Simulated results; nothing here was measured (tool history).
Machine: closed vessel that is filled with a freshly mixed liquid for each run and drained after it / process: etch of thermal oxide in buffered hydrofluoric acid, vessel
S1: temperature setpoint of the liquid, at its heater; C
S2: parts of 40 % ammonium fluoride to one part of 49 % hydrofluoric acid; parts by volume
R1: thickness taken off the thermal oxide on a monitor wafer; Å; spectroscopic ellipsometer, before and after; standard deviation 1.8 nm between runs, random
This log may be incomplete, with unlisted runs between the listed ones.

Run 1, hour 0.0: S1 21.0 C, S2 11.0 parts by volume, time in the liquid (s) 90. Result: R1 821.41 Å.
Run 2, hour 1.0: S1 21.0 C, S2 13.0 parts by volume, time in the liquid (s) 90. Result: R1 711.84 Å.
Run 3, hour 4.8: S1 21.0 C, S2 13.0 parts by volume, time in the liquid (s) 95. Result: R1 741.10 Å.
Run 4, hour 8.8: S1 22.5 C, S2 12.0 parts by volume, time in the liquid (s) 95. Result: R1 885.94 Å.
Run 5, hour 11.7: S1 22.5 C, S2 12.0 parts by volume, time in the liquid (s) 95. Result: R1 896.70 Å.
Run 6, hour 16.1: S1 19.5 C, S2 12.0 parts by volume, time in the liquid (s) 95. Result: R1 745.41 Å.
Run 7, hour 23.8: S1 21.5 C, S2 11.0 parts by volume, time in the liquid (s) 95. Result: R1 902.82 Å.

Expected results for the next run?
Run 8, hour 26.1: S1 23.0 C, S2 10.5 parts by volume, time in the liquid (s) 95. Result: R1 ?.

Run 8 yielded R1 1038.40 Å.
